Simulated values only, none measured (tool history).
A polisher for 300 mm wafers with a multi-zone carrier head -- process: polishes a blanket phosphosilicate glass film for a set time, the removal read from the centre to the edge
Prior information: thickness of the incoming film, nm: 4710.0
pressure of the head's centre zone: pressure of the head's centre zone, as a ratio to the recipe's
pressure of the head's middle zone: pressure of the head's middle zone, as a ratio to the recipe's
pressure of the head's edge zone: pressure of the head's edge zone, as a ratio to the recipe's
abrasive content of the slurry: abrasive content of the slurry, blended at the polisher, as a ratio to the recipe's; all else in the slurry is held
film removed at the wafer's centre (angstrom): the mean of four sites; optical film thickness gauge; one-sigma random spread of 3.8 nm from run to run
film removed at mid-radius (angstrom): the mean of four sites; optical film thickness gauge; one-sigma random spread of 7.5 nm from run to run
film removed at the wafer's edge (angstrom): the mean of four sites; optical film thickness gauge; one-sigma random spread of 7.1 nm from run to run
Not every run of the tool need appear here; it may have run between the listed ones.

run	hour	flow of slurry (ml/min)	pressure of the head's centre zone	pressure of the head's middle zone	pressure of the head's edge zone	abrasive content of the slurry	polishing time (s)	film removed at the wafer's centre (angstrom)	film removed at mid-radius (angstrom)	film removed at the wafer's edge (angstrom)
1	0.0	190	1.00	1.00	1.00	1.00	56	4244.2	4174.7	4040.3
2	4.8	195	1.01	1.01	1.02	1.05	56	4417.6	4320.4	4195.7
3	8.2	200	1.02	1.02	1.04	1.10	56	4641.0	4479.4	4461.4
4	12.8	200	1.06	1.02	1.04	1.10	56	4806.8	4457.7	4450.3
5	17.2	210	1.07	1.04	1.05	1.10	56	4883.2	4542.7	4351.5
6	19.0	210	1.07	1.04	1.13	1.10	56	4774.5	4566.3	4574.8
7	19.5	215	1.07	1.05	1.14	1.15	56	4924.6	4722.6	4583.1
8	21.1	210	1.07	1.05	1.14	1.20	56	5016.1	4882.9	4855.8
9	27.1	210	1.07	1.05	1.14	1.20	56	5050.8	4908.3	4803.9

Run 10 comes next. What will it give?
# hour 34.0: edge zone pressure recalibrated
10	34.0	215	1.08	1.05	1.16	1.25	56	?	?	?

{"run 10": {"film removed at the wafer's centre (angstrom)": 5176.4, "film removed at mid-radius (angstrom)": 4941.2, "film removed at the wafer's edge (angstrom)": 5073.8}}
